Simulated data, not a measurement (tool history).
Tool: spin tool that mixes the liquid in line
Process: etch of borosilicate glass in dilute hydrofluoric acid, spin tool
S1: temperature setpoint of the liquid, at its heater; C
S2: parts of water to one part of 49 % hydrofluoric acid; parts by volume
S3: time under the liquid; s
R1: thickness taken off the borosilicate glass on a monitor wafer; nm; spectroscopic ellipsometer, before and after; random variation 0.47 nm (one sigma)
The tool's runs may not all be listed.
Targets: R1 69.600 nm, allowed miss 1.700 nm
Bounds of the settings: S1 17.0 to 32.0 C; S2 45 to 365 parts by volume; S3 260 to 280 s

run    day    S1   S2   S3      R1
  1  0.000  24.0  205  260  63.220
  2  0.333  24.0  240  260  51.484
  3  0.671  24.0  240  260  51.067
  4  0.946  24.0  240  260  51.148
  5  1.033  26.0  240  260  55.118
  6  1.100  27.5  240  260  58.251
  7  1.292  28.5  240  260  60.529
  8  1.338  29.5  240  260  61.866
  9  1.375  30.0  240  260  62.877

4 next moves are on the table. One of them brings every result within its allowed miss. Which?
  A  1.412  31.0  240  275   ?
  B  1.412  30.5  225  280   ?
  C  1.412  30.0  225  280   ?
  D  1.412  25.5  185  260   ?

move      R1
   A  69.010
   B  75.044
   C  73.786
   D  74.465
A: meets every target
B: takes the result that was furthest off past its target
C: takes the result that was furthest off past its target
D: takes the result that was furthest off past its target
Answer: A

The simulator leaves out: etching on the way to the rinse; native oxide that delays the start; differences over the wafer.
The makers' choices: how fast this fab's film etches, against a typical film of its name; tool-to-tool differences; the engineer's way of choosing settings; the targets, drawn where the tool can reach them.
